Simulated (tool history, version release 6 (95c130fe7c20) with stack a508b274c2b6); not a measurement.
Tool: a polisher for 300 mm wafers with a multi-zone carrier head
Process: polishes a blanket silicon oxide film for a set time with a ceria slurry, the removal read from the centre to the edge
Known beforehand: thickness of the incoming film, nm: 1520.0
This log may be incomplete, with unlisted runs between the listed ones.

run  hour  flow of slurry (ml/min)  pressure of the head's centre zone  pressure of the head's middle zone  pressure of the head's edge zone  polishing time (s)  film removed at the wafer's centre (angstrom)  film removed at mid-radius (angstrom)  film removed at the wafer's edge (angstrom)
  1     0                      300                                   1                                   1                                 1                  71                                         2438.1                                 2420.9                                       2675.6
  2   4.8                      300                                   1                                   1                                 1                  61                                         2124.1                                 2100.5                                       2232.8
  3   7.2                      300                                   1                                1.06                                 1                  61                                         2084.6                                 2195.2                                       2225.9
  4  14.6                      310                                1.04                                1.09                              1.03                  67                                         2378.5                                 2459.6                                       2515.6
  5    20                      320                                1.07                                1.11                              1.05                  71                                         2607.1                                   2691                                       2658.1
  6  27.6                      320                                1.07                                1.18                              1.05                  71                                         2576.7                                 2829.5                                       2675.5
  7  29.2                      325                                1.09                                1.17                              1.08                  74                                         2714.2                                 2946.5                                       2844.4
  8  37.9                      335                                1.12                                1.16                               1.1                  76                                           2869                                 2925.3                                       2876.1

The next listed run, before its measurement:
  9  40.4                      335                                1.12                                1.16                               1.1                  76                                              ?                                      ?                                            ?

{"run 9": {"film removed at the wafer's centre (angstrom)": 2888.4, "film removed at mid-radius (angstrom)": 2974.3, "film removed at the wafer's edge (angstrom)": 2863.6}}
